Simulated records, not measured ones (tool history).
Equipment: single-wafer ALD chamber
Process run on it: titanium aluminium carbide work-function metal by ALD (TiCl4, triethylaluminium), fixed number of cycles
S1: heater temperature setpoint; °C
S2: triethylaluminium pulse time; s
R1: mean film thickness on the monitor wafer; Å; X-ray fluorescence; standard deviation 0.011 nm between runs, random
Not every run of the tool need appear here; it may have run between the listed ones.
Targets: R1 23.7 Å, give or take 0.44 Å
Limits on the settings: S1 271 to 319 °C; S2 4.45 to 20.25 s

run 1 day=0 | S1=295 S2=12.35 | R1=21.587
run 2 day=0.304 | S1=288 S2=12.35 | R1=20.779
run 3 day=0.483 | S1=291 S2=12.69 | R1=21.273
run 4 day=0.821 | S1=294 S2=13 | R1=21.537
run 5 day=0.983 | S1=294 S2=15.08 | R1=21.602
run 6 day=1.058 | S1=294 S2=11.9 | R1=21.482
run 7 day=1.338 | S1=297 S2=12.04 | R1=21.706
run 8 day=1.488 | S1=297 S2=12.04 | R1=21.734
run 9 day=1.65 | S1=309 S2=14.49 | R1=23.058
run 10 day=1.817 | S1=310 S2=14.56 | R1=23.309
run 11 day=1.962 | S1=310 S2=14.6 | R1=23.276

Exercise: of the 4 proposed moves below, exactly one satisfies all targets within the stated allowed misses. Which move is it?
run A day=2.108 | S1=306 S2=16.24 | R1=?
run B day=2.108 | S1=302 S2=13.24 | R1=?
run C day=2.108 | S1=314 S2=14.64 | R1=?
run D day=2.108 | S1=309 S2=11.98 | R1=?

move=A R1=22.903
move=B R1=22.367
move=C R1=23.666
move=D R1=22.994
A: misses by more than the last run did
B: misses by more than the last run did
C: meets every target
D: misses by more than the last run did
The move that meets every target is C.
